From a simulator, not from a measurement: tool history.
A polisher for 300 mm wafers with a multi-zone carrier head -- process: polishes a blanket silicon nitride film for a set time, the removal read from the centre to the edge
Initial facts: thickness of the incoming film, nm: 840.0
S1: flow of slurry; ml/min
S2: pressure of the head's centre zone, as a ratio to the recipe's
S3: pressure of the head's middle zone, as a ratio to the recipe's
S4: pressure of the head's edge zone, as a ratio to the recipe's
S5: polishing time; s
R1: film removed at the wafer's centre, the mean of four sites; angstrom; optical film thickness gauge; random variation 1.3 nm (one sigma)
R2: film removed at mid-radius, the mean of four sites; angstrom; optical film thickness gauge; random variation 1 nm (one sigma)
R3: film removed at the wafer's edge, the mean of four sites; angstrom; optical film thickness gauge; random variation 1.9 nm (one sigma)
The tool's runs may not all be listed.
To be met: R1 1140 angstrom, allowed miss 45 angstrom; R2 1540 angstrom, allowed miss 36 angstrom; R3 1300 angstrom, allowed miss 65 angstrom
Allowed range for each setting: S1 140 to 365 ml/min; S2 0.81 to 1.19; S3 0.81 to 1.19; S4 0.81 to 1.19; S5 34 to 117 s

Run 1, hour 0: S1 235 ml/min, S2 1, S3 1, S4 1, S5 75 s. Result: R1 1009.6 angstrom, R2 1007.4 angstrom, R3 1012.7 angstrom.
Run 2, hour 5.6: S1 235 ml/min, S2 1, S3 1, S4 0.97, S5 75 s. Result: R1 1003.6 angstrom, R2 1003.3 angstrom, R3 1031.5 angstrom.
Run 3, hour 11.7: S1 235 ml/min, S2 1, S3 1.05, S4 0.97, S5 75 s. Result: R1 1010.6 angstrom, R2 1055.4 angstrom, R3 1004.1 angstrom.
Run 4, hour 18.9: S1 245 ml/min, S2 0.95, S3 1.08, S4 0.98, S5 81 s. Result: R1 1054 angstrom, R2 1178.8 angstrom, R3 1083.1 angstrom.
Run 5, hour 21.4: S1 245 ml/min, S2 0.99, S3 1.08, S4 0.98, S5 81 s. Result: R1 1086.4 angstrom, R2 1178.5 angstrom, R3 1082.5 angstrom.
Run 6, hour 30.4: S1 250 ml/min, S2 0.94, S3 1.1, S4 1, S5 85 s. Result: R1 1089.7 angstrom, R2 1246.6 angstrom, R3 1158.5 angstrom.
Run 7, hour 34.1: S1 260 ml/min, S2 0.91, S3 1.13, S4 0.99, S5 88 s. Result: R1 1088.9 angstrom, R2 1333.9 angstrom, R3 1217.8 angstrom.
At hour 35: worn pad replaced by a new one.
Run 8, hour 35: S1 270 ml/min, S2 0.9, S3 1.15, S4 0.97, S5 90 s. Result: R1 1204.4 angstrom, R2 1495.2 angstrom, R3 1326.3 angstrom.

Below are 5 possible settings for the next run. Only one of them brings all results inside the allowed miss of their targets. Which is it?
Run A, hour 35.9: S1 260 ml/min, S2 0.88, S3 1.11, S4 0.99, S5 95 s. Result: R1 ?, R2 ?, R3 ?.
Run B, hour 35.9: S1 250 ml/min, S2 0.87, S3 1.19, S4 0.96, S5 90 s. Result: R1 ?, R2 ?, R3 ?.
Run C, hour 35.9: S1 230 ml/min, S2 0.81, S3 1.06, S4 1.06, S5 98 s. Result: R1 ?, R2 ?, R3 ?.
Run D, hour 35.9: S1 220 ml/min, S2 0.94, S3 1.17, S4 0.9, S5 93 s. Result: R1 ?, R2 ?, R3 ?.
Run E, hour 35.9: S1 245 ml/min, S2 0.81, S3 1.09, S4 1.02, S5 99 s. Result: R1 ?, R2 ?, R3 ?.

move      R1      R2      R3
   A  1207.2  1524.5  1406.2
   B  1125.4  1526.5  1309.5
   C  1125.8  1489.4  1476.5
   D    1234  1528.2  1302.9
   E  1147.8  1553.5    1476
A: moves away from the targets compared with the last run
B: meets every target
C: the worst result of the last run now meets its target, but another is out of spec
D: moves away from the targets compared with the last run
E: the worst result of the last run now meets its target, but another is out of spec
The move that meets every target is B.
